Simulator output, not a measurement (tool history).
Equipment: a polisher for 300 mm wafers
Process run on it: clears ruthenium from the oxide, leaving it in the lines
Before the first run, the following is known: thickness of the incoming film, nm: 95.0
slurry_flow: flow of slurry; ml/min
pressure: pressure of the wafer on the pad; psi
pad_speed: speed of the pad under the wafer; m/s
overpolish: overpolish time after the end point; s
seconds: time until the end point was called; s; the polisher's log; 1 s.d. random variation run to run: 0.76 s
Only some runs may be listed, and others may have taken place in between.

| run | day | slurry_flow | pressure | pad_speed | overpolish | seconds |
|---|---|---|---|---|---|---|
| 1 | 0.000 | 125 | 1.4 | 1.26 | 7 | 83.980 |
| 2 | 0.146 | 125 | 1.5 | 1.28 | 7 | 75.233 |
| 3 | 0.442 | 125 | 1.7 | 1.28 | 7 | 66.642 |
| 4 | 0.771 | 125 | 1.7 | 0.96 | 7 | 83.137 |
| 5 | 0.833 | 125 | 1.8 | 1.00 | 7 | 74.978 |
| 6 | 1.042 | 125 | 1.9 | 1.04 | 7 | 71.258 |
| 7 | 1.117 | 125 | 1.9 | 1.10 | 7 | 66.941 |

For run 8, what comes out?
| 8 | 1.442 | 125 | 1.9 | 1.14 | 7 | ? |

{"run 8": {"seconds": 66.08}}
